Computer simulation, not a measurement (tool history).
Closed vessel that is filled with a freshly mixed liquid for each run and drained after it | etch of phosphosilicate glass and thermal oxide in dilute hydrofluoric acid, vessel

| run | hour | temperature setpoint of the liquid (°C) | parts of water to one part of 49 % hydrofluoric acid (parts by volume) | time in the liquid (s) | thickness taken off the phosphosilicate glass on a monitor wafer (angstrom) | thickness taken off the thermal oxide on a monitor wafer (angstrom) |
|---|---|---|---|---|---|---|
| 1 | 0 | 24 | 210 | 60 | 160.31 | 14.536 |
| 2 | 4.5 | 24 | 210 | 85 | 222.79 | 21.359 |
| 3 | 9.1 | 22.5 | 210 | 85 | 212.42 | 19.727 |
| 4 | 13.8 | 22.5 | 185 | 85 | 249.51 | 21.789 |
| 5 | 21.8 | 21.5 | 195 | 85 | 222.24 | 20.433 |
| 6 | 30.7 | 21.5 | 195 | 100 | 262.46 | 22.519 |
|  | 33.4 | hydrofluoric acid flow meter replaced |
| 7 | 33.4 | 20.5 | 205 | 100 | 207.51 | 18.619 |
| 8 | 38.4 | 20 | 205 | 100 | 203.47 | 19.033 |
| 9 | 46.5 | 19.5 | 205 | 100 | 200.21 | 17.683 |
| 10 | 53.4 | 19 | 205 | 100 | 196.44 | 17.644 |
| 11 | 62.6 | 18.5 | 205 | 100 | 192.13 | 17.715 |

Forecast run 12:
| 12 | 64.7 | 18 | 205 | 100 | ? | ? |

Run 12 gave thickness taken off the phosphosilicate glass on a monitor wafer (angstrom) 187.67, thickness taken off the thermal oxide on a monitor wafer (angstrom) 17.78.
